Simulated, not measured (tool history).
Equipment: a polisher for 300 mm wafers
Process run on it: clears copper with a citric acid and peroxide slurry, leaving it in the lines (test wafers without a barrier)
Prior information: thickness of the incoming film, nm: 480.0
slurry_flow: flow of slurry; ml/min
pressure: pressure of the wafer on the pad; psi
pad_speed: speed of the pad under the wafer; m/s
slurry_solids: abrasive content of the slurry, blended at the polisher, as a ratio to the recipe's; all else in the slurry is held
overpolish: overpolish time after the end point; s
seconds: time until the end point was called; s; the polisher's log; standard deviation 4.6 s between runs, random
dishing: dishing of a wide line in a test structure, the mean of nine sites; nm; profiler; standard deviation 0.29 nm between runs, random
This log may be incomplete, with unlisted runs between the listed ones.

run 1 day=0.000 | slurry_flow=130 pressure=3.7 pad_speed=1.14 slurry_solids=1.00 overpolish=9 | seconds=142.32 dishing=18.508
run 2 day=0.212 | slurry_flow=125 pressure=3.0 pad_speed=1.08 slurry_solids=1.00 overpolish=10 | seconds=179.30 dishing=16.154
run 3 day=0.258 | slurry_flow=125 pressure=3.0 pad_speed=1.08 slurry_solids=1.00 overpolish=9 | seconds=181.96 dishing=15.053
run 4 day=0.450 | slurry_flow=125 pressure=3.0 pad_speed=1.08 slurry_solids=1.00 overpolish=11 | seconds=184.51 dishing=18.137
run 5 day=0.504 | slurry_flow=125 pressure=3.0 pad_speed=1.08 slurry_solids=1.15 overpolish=11 | seconds=178.14 dishing=18.511
run 6 day=0.700 | slurry_flow=125 pressure=3.0 pad_speed=1.08 slurry_solids=1.30 overpolish=11 | seconds=171.93 dishing=18.719

Expected results for the next run?
run 7 day=0.783 | slurry_flow=125 pressure=2.5 pad_speed=1.02 slurry_solids=1.30 overpolish=11 | seconds=? dishing=?

seconds: 217.58 s
dishing: 14.992 nm

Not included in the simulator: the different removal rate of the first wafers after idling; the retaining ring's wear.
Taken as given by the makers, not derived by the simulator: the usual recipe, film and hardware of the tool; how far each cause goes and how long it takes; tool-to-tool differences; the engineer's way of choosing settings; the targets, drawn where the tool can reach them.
